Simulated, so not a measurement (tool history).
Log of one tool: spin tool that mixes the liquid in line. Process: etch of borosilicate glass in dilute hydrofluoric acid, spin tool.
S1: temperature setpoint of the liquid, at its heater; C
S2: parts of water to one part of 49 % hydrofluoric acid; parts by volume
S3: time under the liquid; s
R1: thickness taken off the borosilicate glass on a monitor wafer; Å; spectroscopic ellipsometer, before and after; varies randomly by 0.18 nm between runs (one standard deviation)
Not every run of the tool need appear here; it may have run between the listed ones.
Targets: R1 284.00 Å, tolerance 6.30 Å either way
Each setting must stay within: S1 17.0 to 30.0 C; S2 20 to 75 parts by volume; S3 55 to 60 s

run 1 day=0.000 | S1=22.0 S2=45 S3=55 | R1=485.83
run 2 day=0.058 | S1=22.0 S2=45 S3=60 | R1=526.42
run 3 day=0.162 | S1=21.0 S2=50 S3=60 | R1=448.88
run 4 day=0.246 | S1=20.0 S2=50 S3=60 | R1=429.47
-- day=0.538 thermometer replaced
run 5 day=0.538 | S1=19.5 S2=55 S3=60 | R1=364.19
run 6 day=0.658 | S1=19.0 S2=55 S3=60 | R1=354.88
run 7 day=1.025 | S1=18.5 S2=55 S3=60 | R1=347.40
run 8 day=1.333 | S1=18.0 S2=55 S3=60 | R1=337.96
run 9 day=1.600 | S1=17.5 S2=60 S3=60 | R1=303.93
run 10 day=1.712 | S1=17.0 S2=60 S3=60 | R1=295.96
run 11 day=2.079 | S1=17.5 S2=60 S3=60 | R1=302.25
run 12 day=2.358 | S1=17.0 S2=60 S3=60 | R1=294.84

Which single option among these 4 for the next run brings every result within its allowed miss of target? Just one does.
run A day=2.638 | S1=19.0 S2=65 S3=55 | R1=?
run B day=2.638 | S1=20.5 S2=65 S3=60 | R1=?
run C day=2.638 | S1=18.0 S2=60 S3=55 | R1=?
run D day=2.638 | S1=17.5 S2=60 S3=60 | R1=?

move=A R1=274.29
move=B R1=318.74
move=C R1=286.37
move=D R1=305.77
A: pushes the last run's worst result past its target
B: its largest miss is bigger than the last run's
C: all results in spec
D: its largest miss is bigger than the last run's
Move C is the one to make.

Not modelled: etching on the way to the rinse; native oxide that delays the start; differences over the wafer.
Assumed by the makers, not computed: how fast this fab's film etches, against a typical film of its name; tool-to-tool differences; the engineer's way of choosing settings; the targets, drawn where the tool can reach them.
